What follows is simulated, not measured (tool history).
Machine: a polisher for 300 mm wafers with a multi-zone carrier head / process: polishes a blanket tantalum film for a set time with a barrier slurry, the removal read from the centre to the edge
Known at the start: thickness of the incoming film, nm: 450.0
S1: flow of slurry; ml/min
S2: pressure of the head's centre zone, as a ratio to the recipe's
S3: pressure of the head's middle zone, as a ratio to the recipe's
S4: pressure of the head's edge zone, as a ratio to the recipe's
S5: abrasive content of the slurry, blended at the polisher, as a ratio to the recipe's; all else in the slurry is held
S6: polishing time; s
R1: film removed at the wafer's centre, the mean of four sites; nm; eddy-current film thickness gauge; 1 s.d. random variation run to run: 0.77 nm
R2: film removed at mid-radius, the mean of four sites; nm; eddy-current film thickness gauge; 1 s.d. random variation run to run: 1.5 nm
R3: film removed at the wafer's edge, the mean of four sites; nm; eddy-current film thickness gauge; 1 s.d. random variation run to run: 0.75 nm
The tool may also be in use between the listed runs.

run 1 hour=0 | S1=295 S2=1 S3=1 S4=1 S5=1 S6=47 | R1=108.45 R2=110.85 R3=113.4
run 2 hour=1.6 | S1=295 S2=1 S3=1 S4=1 S5=1.1 S6=47 | R1=109.04 R2=111.44 R3=114.26
run 3 hour=5.2 | S1=295 S2=1 S3=1 S4=1.06 S5=1.1 S6=47 | R1=109.12 R2=110.19 R3=119.44
run 4 hour=10.3 | S1=295 S2=1 S3=1 S4=1.06 S5=1 S6=47 | R1=108.62 R2=109.73 R3=116.78
run 5 hour=18.9 | S1=285 S2=1 S3=0.99 S4=1.02 S5=0.95 S6=47 | R1=106.67 R2=108.9 R3=113.85
run 6 hour=24.7 | S1=285 S2=1 S3=0.98 S4=0.99 S5=0.9 S6=47 | R1=105.43 R2=104.15 R3=110.62
run 7 hour=32.9 | S1=280 S2=1 S3=0.98 S4=0.96 S5=0.9 S6=47 | R1=105 R2=106.43 R3=108.28

For run 8, what comes out?
run 8 hour=39.3 | S1=275 S2=1 S3=0.97 S4=0.94 S5=0.9 S6=47 | R1=? R2=? R3=?

{"run 8": {"R1": 104.36, "R2": 103.93, "R3": 107.57}}
